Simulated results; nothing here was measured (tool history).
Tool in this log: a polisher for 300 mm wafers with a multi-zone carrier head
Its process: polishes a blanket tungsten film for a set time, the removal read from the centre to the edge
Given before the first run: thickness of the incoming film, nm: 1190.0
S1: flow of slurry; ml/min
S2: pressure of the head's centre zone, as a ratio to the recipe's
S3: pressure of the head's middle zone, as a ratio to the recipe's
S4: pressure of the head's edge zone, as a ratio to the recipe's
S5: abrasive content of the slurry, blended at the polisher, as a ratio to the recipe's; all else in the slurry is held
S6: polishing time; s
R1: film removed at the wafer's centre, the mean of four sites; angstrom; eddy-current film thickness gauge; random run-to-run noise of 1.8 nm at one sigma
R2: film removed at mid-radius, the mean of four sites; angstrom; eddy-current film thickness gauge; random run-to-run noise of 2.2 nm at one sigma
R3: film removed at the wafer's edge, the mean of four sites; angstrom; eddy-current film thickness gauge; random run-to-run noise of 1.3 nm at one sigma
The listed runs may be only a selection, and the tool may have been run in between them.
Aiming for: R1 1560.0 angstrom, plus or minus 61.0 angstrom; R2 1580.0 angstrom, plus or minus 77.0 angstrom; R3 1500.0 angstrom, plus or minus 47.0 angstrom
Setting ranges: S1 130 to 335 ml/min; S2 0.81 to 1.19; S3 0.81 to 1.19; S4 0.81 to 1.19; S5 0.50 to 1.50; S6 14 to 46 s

| run | hour | S1 | S2 | S3 | S4 | S5 | S6 | R1 | R2 | R3 |
|---|---|---|---|---|---|---|---|---|---|---|
| 1 | 0.0 | 215 | 1.00 | 1.00 | 1.00 | 1.00 | 30 | 2106.7 | 2079.8 | 2095.0 |
| 2 | 0.9 | 215 | 0.99 | 1.00 | 0.96 | 0.85 | 29 | 1945.5 | 1908.8 | 1946.5 |
| 3 | 7.2 | 215 | 0.99 | 1.00 | 0.96 | 0.70 | 29 | 1891.1 | 1847.5 | 1871.3 |
| 4 | 9.2 | 215 | 0.99 | 1.00 | 0.96 | 0.90 | 29 | 1963.6 | 1935.2 | 1975.6 |
| 5 | 17.3 | 215 | 1.00 | 1.02 | 0.95 | 0.80 | 27 | 1827.1 | 1830.8 | 1757.3 |
| 6 | 19.7 | 210 | 0.99 | 1.02 | 0.93 | 0.70 | 27 | 1770.5 | 1742.5 | 1711.0 |
| 7 | 27.5 | 205 | 0.98 | 1.03 | 0.91 | 0.65 | 27 | 1735.1 | 1718.4 | 1698.3 |
| 8 | 32.0 | 205 | 0.98 | 1.04 | 0.90 | 0.60 | 26 | 1649.5 | 1713.5 | 1595.2 |
| 9 | 37.7 | 200 | 0.98 | 1.03 | 0.89 | 0.55 | 26 | 1575.9 | 1655.1 | 1527.2 |
| 10 | 44.6 | 195 | 0.99 | 1.02 | 0.89 | 0.55 | 26 | 1595.0 | 1598.6 | 1550.3 |
| 11 | 48.5 | 195 | 0.99 | 1.02 | 0.89 | 0.55 | 26 | 1607.0 | 1582.5 | 1559.5 |
| 12 | 56.2 | 195 | 0.99 | 1.02 | 0.88 | 0.55 | 26 | 1600.8 | 1613.4 | 1542.8 |

Exactly one of the 4 candidate moves below puts every result within its allowed miss. Which one?
| A | 63.9 | 215 | 1.00 | 1.03 | 0.92 | 0.50 | 27 | ? | ? | ? |
| B | 63.9 | 175 | 0.99 | 1.03 | 0.86 | 0.55 | 26 | ? | ? | ? |
| C | 63.9 | 210 | 1.09 | 1.11 | 0.89 | 0.75 | 24 | ? | ? | ? |
| D | 63.9 | 130 | 1.10 | 0.96 | 0.88 | 0.65 | 27 | ? | ? | ? |

| move | R1 | R2 | R3 |
|---|---|---|---|
| A | 1691.2 | 1719.2 | 1639.4 |
| B | 1574.2 | 1622.9 | 1527.9 |
| C | 1742.9 | 1733.6 | 1534.7 |
| D | 1724.5 | 1523.1 | 1565.2 |
A: moves away from the targets compared with the last run
B: in spec on every target
C: meets the target for the result that was furthest off, but another lies outside its allowed miss
D: moves away from the targets compared with the last run
B is the move that brings every result within its allowed miss.
